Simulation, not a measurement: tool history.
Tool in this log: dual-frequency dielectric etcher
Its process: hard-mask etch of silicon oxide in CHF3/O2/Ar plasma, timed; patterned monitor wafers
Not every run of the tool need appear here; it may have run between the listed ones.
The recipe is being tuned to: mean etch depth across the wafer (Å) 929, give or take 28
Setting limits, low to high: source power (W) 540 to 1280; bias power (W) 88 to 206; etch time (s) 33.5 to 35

run  hour  source power (W)  bias power (W)  etch time (s)  mean etch depth across the wafer (Å)
  1     0               910             147           33.5                                803.29
  2   4.9               910             135           33.5                                781.96
  3  10.5               970             140           33.5                                810.99
  4  19.3               970             151           33.5                                 827.1
  5  22.5              1010             155           33.5                                855.36
  6  29.4              1040             157           33.5                                869.71
  7  36.2              1060             159           33.5                                877.74
  8    38              1080             161           33.5                                888.38
  9  43.9              1100             162           33.5                                 898.2
 10  51.5              1100             162           33.5                                896.49

Which of these 5 next moves meets every target?
  A  59.1               870             187           33.5                                     ?
  B  59.1               820             181             35                                     ?
  C  59.1               990             132             35                                     ?
  D  59.1              1180             131           33.5                                     ?
  E  59.1              1260             159           33.5                                     ?

move  mean etch depth across the wafer (Å)
   A                                855.71
   B                                862.66
   C                                 839.2
   D                                862.25
   E                                943.03
A: misses by more than the last run did
B: misses by more than the last run did
C: misses by more than the last run did
D: misses by more than the last run did
E: all results land within tolerance of their targets
Move E is the one to make.
